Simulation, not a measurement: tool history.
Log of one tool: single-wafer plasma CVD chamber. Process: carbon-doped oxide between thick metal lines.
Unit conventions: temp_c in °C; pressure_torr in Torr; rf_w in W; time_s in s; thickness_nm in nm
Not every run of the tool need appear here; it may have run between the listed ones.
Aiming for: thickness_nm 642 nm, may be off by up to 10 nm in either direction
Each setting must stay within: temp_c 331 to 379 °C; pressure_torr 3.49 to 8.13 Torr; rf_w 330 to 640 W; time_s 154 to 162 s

Run 1, hour 0: temp_c 355 °C, pressure_torr 5.81 Torr, rf_w 485 W, time_s 162 s. Result: thickness_nm 757.51 nm.
Run 2, hour 8.7: temp_c 356 °C, pressure_torr 5.61 Torr, rf_w 475 W, time_s 162 s. Result: thickness_nm 739.28 nm.
Run 3, hour 12.3: temp_c 356 °C, pressure_torr 5.61 Torr, rf_w 475 W, time_s 162 s. Result: thickness_nm 740.57 nm.
Run 4, hour 16.5: temp_c 357 °C, pressure_torr 5.4 Torr, rf_w 470 W, time_s 162 s. Result: thickness_nm 729.19 nm.
Run 5, hour 23.5: temp_c 358 °C, pressure_torr 5.2 Torr, rf_w 465 W, time_s 162 s. Result: thickness_nm 707.53 nm.
Run 6, hour 24.7: temp_c 363 °C, pressure_torr 5.2 Torr, rf_w 465 W, time_s 162 s. Result: thickness_nm 707.51 nm.
Run 7, hour 29.3: temp_c 364 °C, pressure_torr 5 Torr, rf_w 465 W, time_s 162 s. Result: thickness_nm 698.95 nm.
Run 8, hour 35.3: temp_c 373 °C, pressure_torr 3.84 Torr, rf_w 440 W, time_s 162 s. Result: thickness_nm 618.85 nm.
Run 9, hour 42.1: temp_c 372 °C, pressure_torr 3.88 Torr, rf_w 440 W, time_s 162 s. Result: thickness_nm 619.24 nm.
Run 10, hour 46.1: temp_c 371 °C, pressure_torr 3.92 Torr, rf_w 440 W, time_s 162 s. Result: thickness_nm 626.98 nm.

Of the 4 settings listed for the next run, only one would bring every result within its allowed miss of target. Which one?
Run A, hour 50.1: temp_c 379 °C, pressure_torr 3.71 Torr, rf_w 495 W, time_s 154 s. Result: thickness_nm ?.
Run B, hour 50.1: temp_c 368 °C, pressure_torr 4.5 Torr, rf_w 415 W, time_s 162 s. Result: thickness_nm ?.
Run C, hour 50.1: temp_c 379 °C, pressure_torr 4.24 Torr, rf_w 455 W, time_s 155 s. Result: thickness_nm ?.
Run D, hour 50.1: temp_c 368 °C, pressure_torr 4.08 Torr, rf_w 425 W, time_s 162 s. Result: thickness_nm ?.

move  thickness_nm
   A         648.8
   B        613.34
   C        620.02
   D        616.37
A: in spec on every target
B: its largest miss is bigger than the last run's
C: its largest miss is bigger than the last run's
D: its largest miss is bigger than the last run's
So the answer is move A, the one that meets all the targets.
